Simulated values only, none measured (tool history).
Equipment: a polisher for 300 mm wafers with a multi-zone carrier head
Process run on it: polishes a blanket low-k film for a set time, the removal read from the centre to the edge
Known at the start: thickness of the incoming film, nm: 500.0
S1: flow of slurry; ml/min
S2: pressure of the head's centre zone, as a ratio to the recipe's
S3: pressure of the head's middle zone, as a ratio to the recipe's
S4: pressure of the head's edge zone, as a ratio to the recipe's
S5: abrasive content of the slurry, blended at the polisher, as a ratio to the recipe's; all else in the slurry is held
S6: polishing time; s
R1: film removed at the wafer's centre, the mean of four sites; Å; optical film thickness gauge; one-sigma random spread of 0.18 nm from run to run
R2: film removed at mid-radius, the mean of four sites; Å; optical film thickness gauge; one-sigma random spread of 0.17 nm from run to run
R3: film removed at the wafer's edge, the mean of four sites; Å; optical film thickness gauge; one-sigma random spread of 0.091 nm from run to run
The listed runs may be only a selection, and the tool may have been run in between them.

run	hour	S1	S2	S3	S4	S5	S6	R1	R2	R3
1	0.0	130	1.00	1.00	1.00	1.00	55	275.33	282.13	273.45
2	1.5	130	1.00	1.00	1.00	1.00	61	308.48	306.50	300.93
3	8.7	130	1.00	0.93	1.00	1.00	61	307.60	298.59	301.86
4	10.5	130	1.00	1.00	1.00	1.00	61	300.54	310.17	298.86
5	16.3	130	1.00	1.07	1.00	1.00	61	298.33	330.32	302.58
6	18.1	120	0.97	1.02	1.01	0.90	55	248.32	266.69	250.27
7	19.7	110	0.93	0.97	1.05	0.85	51	204.45	222.76	224.50
8	28.1	105	0.92	0.94	1.06	0.75	49	179.27	190.34	201.68
9	36.5	100	0.91	0.92	1.05	0.70	48	163.28	174.10	182.06
10	44.0	95	0.90	0.90	1.06	0.65	48	151.89	163.00	173.46
# hour 49.1: edge zone pressure recalibrated
11	49.1	90	0.90	0.88	1.07	0.60	48	133.29	141.78	165.78
12	56.8	90	0.90	0.87	1.05	0.60	48	133.07	137.20	166.28
13	62.8	95	0.90	0.88	1.02	0.60	48	137.56	150.38	165.76
14	66.4	95	0.92	0.87	1.00	0.60	48	138.47	143.49	164.50
15	75.1	85	0.89	0.85	0.90	0.50	48	109.95	116.05	129.01
16	82.7	95	0.89	0.84	0.91	0.50	48	116.55	118.75	133.20

Estimate the outcome of run 17 from the log above:
17	91.1	100	0.89	0.84	0.93	0.50	48	?	?	?

Run 17 produced R1 117.88 Å, R2 124.75 Å, R3 135.78 Å.
